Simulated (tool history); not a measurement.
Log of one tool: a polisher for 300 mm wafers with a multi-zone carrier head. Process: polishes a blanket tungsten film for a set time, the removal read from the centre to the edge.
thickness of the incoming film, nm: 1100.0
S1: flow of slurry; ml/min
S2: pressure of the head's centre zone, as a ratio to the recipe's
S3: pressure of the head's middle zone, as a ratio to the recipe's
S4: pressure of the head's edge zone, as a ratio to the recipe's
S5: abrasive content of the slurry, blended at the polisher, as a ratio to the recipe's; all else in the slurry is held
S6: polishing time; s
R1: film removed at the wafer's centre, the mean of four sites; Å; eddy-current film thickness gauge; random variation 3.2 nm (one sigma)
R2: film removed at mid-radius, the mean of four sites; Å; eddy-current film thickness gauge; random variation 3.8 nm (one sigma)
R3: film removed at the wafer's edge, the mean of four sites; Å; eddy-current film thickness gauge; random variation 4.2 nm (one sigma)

{"run": 1, "hour": 0.0, "S1": 200, "S2": 1.0, "S3": 1.0, "S4": 1.0, "S5": 1.0, "S6": 44, "R1": 2543.0, "R2": 2511.6, "R3": 2458.4}
{"run": 2, "hour": 7.1, "S1": 200, "S2": 1.0, "S3": 1.0, "S4": 1.03, "S5": 1.1, "S6": 46, "R1": 2713.6, "R2": 2650.7, "R3": 2701.5}
{"run": 3, "hour": 13.0, "S1": 200, "S2": 1.0, "S3": 1.0, "S4": 1.03, "S5": 1.1, "S6": 56, "R1": 3312.8, "R2": 3254.6, "R3": 3302.9}
{"run": 4, "hour": 22.0, "S1": 200, "S2": 1.0, "S3": 1.0, "S4": 1.03, "S5": 0.9, "S6": 56, "R1": 3157.9, "R2": 3127.0, "R3": 3165.6}
{"run": 5, "hour": 26.0, "S1": 210, "S2": 1.0, "S3": 1.01, "S4": 1.06, "S5": 0.95, "S6": 56, "R1": 3316.9, "R2": 3199.7, "R3": 3236.6}
{"run": 6, "hour": 31.7, "S1": 185, "S2": 1.0, "S3": 1.01, "S4": 1.06, "S5": 0.95, "S6": 56, "R1": 3143.3, "R2": 3136.6, "R3": 3220.5}
{"run": 7, "hour": 36.6, "S1": 190, "S2": 0.99, "S3": 1.02, "S4": 1.08, "S5": 1.0, "S6": 56, "R1": 3207.8, "R2": 3189.2, "R3": 3269.8}
{"run": 8, "hour": 37.9, "S1": 225, "S2": 0.93, "S3": 1.06, "S4": 1.18, "S5": 1.25, "S6": 58, "R1": 3308.8, "R2": 3739.8, "R3": 3782.0}

Forecast run 9:
{"run": 9, "hour": 43.8, "S1": 230, "S2": 0.94, "S3": 1.05, "S4": 1.18, "S5": 1.25, "S6": 58, "R1": "?", "R2": "?", "R3": "?"}

Run 9 gave R1 3409.0 Å, R2 3723.9 Å, R3 3743.8 Å.
